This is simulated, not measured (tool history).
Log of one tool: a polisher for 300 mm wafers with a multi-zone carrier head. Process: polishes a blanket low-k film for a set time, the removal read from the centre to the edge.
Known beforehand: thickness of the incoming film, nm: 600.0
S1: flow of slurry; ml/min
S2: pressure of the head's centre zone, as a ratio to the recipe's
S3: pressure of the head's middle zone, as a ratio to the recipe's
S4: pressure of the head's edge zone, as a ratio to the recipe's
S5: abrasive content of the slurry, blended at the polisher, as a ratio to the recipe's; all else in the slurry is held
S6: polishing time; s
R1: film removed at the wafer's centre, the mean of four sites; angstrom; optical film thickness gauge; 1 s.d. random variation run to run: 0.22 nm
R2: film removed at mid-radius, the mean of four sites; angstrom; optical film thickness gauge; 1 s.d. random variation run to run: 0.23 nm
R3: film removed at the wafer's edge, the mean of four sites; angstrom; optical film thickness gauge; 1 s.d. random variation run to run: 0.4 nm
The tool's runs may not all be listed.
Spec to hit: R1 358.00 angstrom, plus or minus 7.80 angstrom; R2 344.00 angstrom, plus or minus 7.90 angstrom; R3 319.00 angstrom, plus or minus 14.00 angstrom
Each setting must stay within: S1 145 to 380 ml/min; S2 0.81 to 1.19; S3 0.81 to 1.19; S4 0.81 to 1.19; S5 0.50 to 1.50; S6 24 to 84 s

run  hour   S1    S2    S3    S4    S5  S6      R1      R2      R3
  1   0.0  245  1.00  1.00  1.00  1.00  54  256.99  252.47  257.98
  2   5.2  245  1.00  1.03  1.00  1.00  54  258.14  262.02  252.91
  3  12.8  245  1.00  1.03  1.00  1.00  60  285.96  288.84  282.21
  4  20.9  245  1.07  1.03  1.00  1.00  60  313.47  288.57  286.52
  5  24.7  280  1.07  1.03  1.00  1.00  60  317.43  291.62  284.38
  6  29.7  275  1.08  1.05  1.02  1.00  60  320.13  291.81  285.97
  7  36.6  270  1.08  1.07  1.03  1.05  60  321.54  308.09  286.97
  8  44.9  265  1.09  1.07  1.04  1.10  60  332.18  311.28  306.02
  9  45.5  335  1.12  1.15  1.06  1.10  60  347.48  334.78  314.22

Of the 5 settings listed for the next run, only one would bring every result within its allowed miss of target. Which one?
  A  46.1  375  1.06  1.17  1.10  1.10  61   ?   ?   ?
  B  46.1  325  1.10  1.16  1.06  1.00  60   ?   ?   ?
  C  46.1  345  1.11  1.13  1.04  1.20  60   ?   ?   ?
  D  46.1  310  1.09  1.15  1.08  1.15  57   ?   ?   ?
  E  46.1  225  1.18  1.12  1.16  1.25  60   ?   ?   ?

move      R1      R2      R3
   A  333.77  351.77  320.44
   B  323.80  327.13  295.18
   C  352.92  346.67  315.44
   D  320.61  325.07  298.23
   E  363.14  334.77  327.57
A: lands further from the targets than the last run did
B: lands further from the targets than the last run did
C: each result inside its tolerance
D: lands further from the targets than the last run did
E: the worst result of the last run now meets its target, but another is out of spec
C meets every target.
